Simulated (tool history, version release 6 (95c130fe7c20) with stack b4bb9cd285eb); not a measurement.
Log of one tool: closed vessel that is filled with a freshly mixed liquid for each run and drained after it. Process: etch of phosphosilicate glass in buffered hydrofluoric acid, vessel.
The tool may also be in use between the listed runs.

run	hour	temperature setpoint of the liquid (K)	parts of 40 % ammonium fluoride to one part of 49 % hydrofluoric acid (parts by volume)	time in the liquid (s)	thickness taken off the phosphosilicate glass on a monitor wafer (nm)
1	0	295.15	13	90	356.96
2	6.8	297.15	13	90	404.12
3	7.5	298.15	13	90	424.08
4	11.3	299.15	13	90	443.44
5	16.8	299.15	13	100	495.94
6	18.4	297.65	13	100	461.58
7	25.1	298.15	13	100	470.2
8	28.5	298.65	13	100	483.75

Forecast run 9:
9	32.8	299.15	13	100	?

{"run 9": {"thickness taken off the phosphosilicate glass on a monitor wafer (nm)": 492.52}}

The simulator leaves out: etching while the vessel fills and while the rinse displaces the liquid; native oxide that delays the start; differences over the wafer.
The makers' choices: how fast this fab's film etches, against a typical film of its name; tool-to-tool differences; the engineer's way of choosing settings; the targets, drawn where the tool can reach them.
